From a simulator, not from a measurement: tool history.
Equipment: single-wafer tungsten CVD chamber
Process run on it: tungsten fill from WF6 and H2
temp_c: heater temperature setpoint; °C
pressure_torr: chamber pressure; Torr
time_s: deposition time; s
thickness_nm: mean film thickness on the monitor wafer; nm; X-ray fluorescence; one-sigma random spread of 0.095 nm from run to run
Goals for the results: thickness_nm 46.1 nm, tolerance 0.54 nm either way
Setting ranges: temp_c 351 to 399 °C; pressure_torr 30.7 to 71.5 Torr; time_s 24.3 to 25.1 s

run	hour	temp_c	pressure_torr	time_s	thickness_nm
1	0	375	51.1	24.3	64.768
2	5.3	371	51	24.3	59.458
3	8.2	368	51	24.3	55.842
4	14.7	368	51	25.1	57.491
5	22.6	368	43.6	25.1	55.049
6	25.6	368	43.6	24.3	53.552
7	26.2	366	43.6	24.3	51.141
8	33.9	365	43.6	24.3	49.955
9	42.9	364	43.6	24.3	48.906
10	44.9	363	43.6	24.3	47.825
11	51	362	43.6	24.3	46.725

Of the 4 settings listed for the next run, only one would bring every result within its allowed miss of target. Which one?
A	57.1	360	43.4	25.1	?
B	57.1	363	42.6	24.3	?
C	57.1	363	44.9	24.3	?
D	57.1	362	41.5	24.7	?

move	thickness_nm
A	46.107
B	47.522
C	48.168
D	46.926
A: meets every target
B: lands further from the targets than the last run did
C: lands further from the targets than the last run did
D: lands further from the targets than the last run did
The right move is A.
